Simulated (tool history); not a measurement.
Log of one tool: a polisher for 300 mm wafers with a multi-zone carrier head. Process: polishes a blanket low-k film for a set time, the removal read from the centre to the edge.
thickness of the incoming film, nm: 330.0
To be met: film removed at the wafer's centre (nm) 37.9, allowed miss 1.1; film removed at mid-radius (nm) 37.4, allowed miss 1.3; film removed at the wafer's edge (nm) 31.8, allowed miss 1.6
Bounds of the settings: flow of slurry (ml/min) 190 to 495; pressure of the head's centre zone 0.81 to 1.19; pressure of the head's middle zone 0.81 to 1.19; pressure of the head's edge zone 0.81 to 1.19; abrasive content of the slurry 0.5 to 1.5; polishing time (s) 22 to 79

run  hour  flow of slurry (ml/min)  pressure of the head's centre zone  pressure of the head's middle zone  pressure of the head's edge zone  abrasive content of the slurry  polishing time (s)  film removed at the wafer's centre (nm)  film removed at mid-radius (nm)  film removed at the wafer's edge (nm)
  1     0                      320                                   1                                   1                                 1                               1                  50                                   32.692                           29.524                                 27.967
  2   5.4                      325                                1.02                                1.06                              1.03                            1.05                  50                                   34.156                           31.417                                 28.677
  3  13.4                      325                                1.02                                1.06                              1.03                            0.95                  50                                    32.84                           30.128                                 28.302
  4  15.4                      325                                1.02                                1.14                              1.03                            0.95                  50                                   32.551                           31.696                                 27.584
  5  19.5                      335                                1.03                                1.15                              1.05                            1.05                  50                                   34.498                           33.616                                 29.359
  6  23.5                      345                                1.04                                1.16                              1.06                             1.1                  50                                   35.557                           34.211                                 29.721
  7  32.4                      345                                1.04                                1.17                              1.06                            1.15                  50                                   35.939                           34.673                                  30.19
     36.5  -- centre zone pressure recalibrated
  8  36.5                      350                                1.04                                1.18                              1.05                             1.2                  50                                   32.866                           36.454                                 30.708

Which of these 5 next moves meets every target?
  A  40.6                      335                                0.88                                 1.1                              1.02                             1.5                  48                                        ?                                ?                                      ?
  B  40.6                      375                                0.93                                1.12                              1.02                             1.5                  49                                        ?                                ?                                      ?
  C  40.6                      345                                1.19                                1.19                              1.11                             0.9                  54                                        ?                                ?                                      ?
  D  40.6                      320                                1.15                                1.19                              1.06                             0.9                  58                                        ?                                ?                                      ?
  E  40.6                      375                                0.83                                1.15                              0.99                             1.5                  47                                        ?                                ?                                      ?

move  film removed at the wafer's centre (nm)  film removed at mid-radius (nm)  film removed at the wafer's edge (nm)
   A                                   28.936                           35.343                                 30.822
   B                                   31.584                           37.003                                 31.701
   C                                   36.794                           35.388                                 30.078
   D                                    37.88                           37.746                                 31.391
   E                                   27.016                            36.33                                 29.959
A: further off than the last run
B: further off than the last run
C: nearer than the last run, and not there yet
D: meets every target
E: further off than the last run
Answer: D

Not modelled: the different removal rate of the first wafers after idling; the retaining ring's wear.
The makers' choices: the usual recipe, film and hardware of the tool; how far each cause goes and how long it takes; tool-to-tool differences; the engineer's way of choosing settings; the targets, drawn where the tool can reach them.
